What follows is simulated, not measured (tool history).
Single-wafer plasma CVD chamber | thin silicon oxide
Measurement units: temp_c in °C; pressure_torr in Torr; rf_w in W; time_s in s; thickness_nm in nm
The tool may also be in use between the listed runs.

{"run": 1, "hour": 0.0, "temp_c": 385, "pressure_torr": 0.567, "rf_w": 365, "time_s": 11.91, "thickness_nm": 15.894}
{"run": 2, "hour": 7.4, "temp_c": 385, "pressure_torr": 0.567, "rf_w": 395, "time_s": 11.91, "thickness_nm": 16.5}
{"run": 3, "hour": 13.1, "temp_c": 385, "pressure_torr": 0.567, "rf_w": 395, "time_s": 12.28, "thickness_nm": 16.981}
{"run": 4, "hour": 19.2, "temp_c": 385, "pressure_torr": 0.567, "rf_w": 395, "time_s": 11.91, "thickness_nm": 16.485}
{"run": 5, "hour": 20.4, "temp_c": 385, "pressure_torr": 0.567, "rf_w": 410, "time_s": 11.91, "thickness_nm": 16.687}
{"run": 6, "hour": 28.9, "temp_c": 385, "pressure_torr": 0.587, "rf_w": 410, "time_s": 11.91, "thickness_nm": 17.221}
{"run": 7, "hour": 30.8, "temp_c": 385, "pressure_torr": 0.587, "rf_w": 410, "time_s": 11.91, "thickness_nm": 17.114}
{"run": 8, "hour": 34.0, "temp_c": 385, "pressure_torr": 0.607, "rf_w": 410, "time_s": 11.91, "thickness_nm": 17.455}
{"run": 9, "hour": 40.0, "temp_c": 385, "pressure_torr": 0.629, "rf_w": 410, "time_s": 11.92, "thickness_nm": 17.835}
{"run": 10, "hour": 42.0, "temp_c": 385, "pressure_torr": 0.65, "rf_w": 410, "time_s": 11.92, "thickness_nm": 18.435}

What will run 11 give?
{"run": 11, "hour": 47.5, "temp_c": 385, "pressure_torr": 0.663, "rf_w": 410, "time_s": 11.92, "thickness_nm": "?"}

Run 11 gave thickness_nm 18.629 nm.

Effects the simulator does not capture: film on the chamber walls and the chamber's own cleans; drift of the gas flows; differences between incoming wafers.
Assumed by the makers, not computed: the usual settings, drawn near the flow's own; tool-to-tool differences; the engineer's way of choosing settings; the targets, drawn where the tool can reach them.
